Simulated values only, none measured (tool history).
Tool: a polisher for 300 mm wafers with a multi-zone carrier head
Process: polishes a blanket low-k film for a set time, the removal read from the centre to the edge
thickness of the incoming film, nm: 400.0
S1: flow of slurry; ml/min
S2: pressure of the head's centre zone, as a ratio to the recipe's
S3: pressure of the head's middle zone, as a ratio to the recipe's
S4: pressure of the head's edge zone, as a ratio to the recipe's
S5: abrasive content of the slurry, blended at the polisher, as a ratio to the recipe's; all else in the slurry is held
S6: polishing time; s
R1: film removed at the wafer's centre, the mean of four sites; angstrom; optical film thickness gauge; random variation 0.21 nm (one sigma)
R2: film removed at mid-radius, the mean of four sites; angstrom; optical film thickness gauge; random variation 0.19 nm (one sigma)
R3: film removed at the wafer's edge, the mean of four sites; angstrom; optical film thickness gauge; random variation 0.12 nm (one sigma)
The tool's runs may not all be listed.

run	hour	S1	S2	S3	S4	S5	S6	R1	R2	R3
1	0.0	240	1.00	1.00	1.00	1.00	65	222.78	224.03	221.97
2	4.2	240	0.95	1.00	1.00	1.00	65	212.85	222.81	221.41
3	7.8	240	0.96	1.00	0.98	0.95	65	209.50	214.02	211.70
4	14.6	235	0.96	1.00	0.96	0.95	65	213.29	220.10	211.22
5	16.9	235	0.96	0.99	0.94	0.90	65	214.45	207.95	206.00
6	22.0	235	0.95	1.00	0.92	0.85	65	199.11	209.24	199.22
7	24.6	235	0.96	1.00	0.90	0.85	65	204.64	209.38	198.84
8	27.0	230	0.97	1.00	0.89	0.85	65	204.17	210.72	195.19
9	35.7	225	0.98	0.99	0.88	0.85	65	205.09	205.11	195.85
10	37.1	225	0.99	0.99	0.87	0.85	65	208.81	203.58	193.84

Run 11 comes next. What will it give?
11	40.5	220	0.99	0.99	0.86	0.85	65	?	?	?

{"run 11": {"R1": 212.23, "R2": 203.52, "R3": 190.9}}
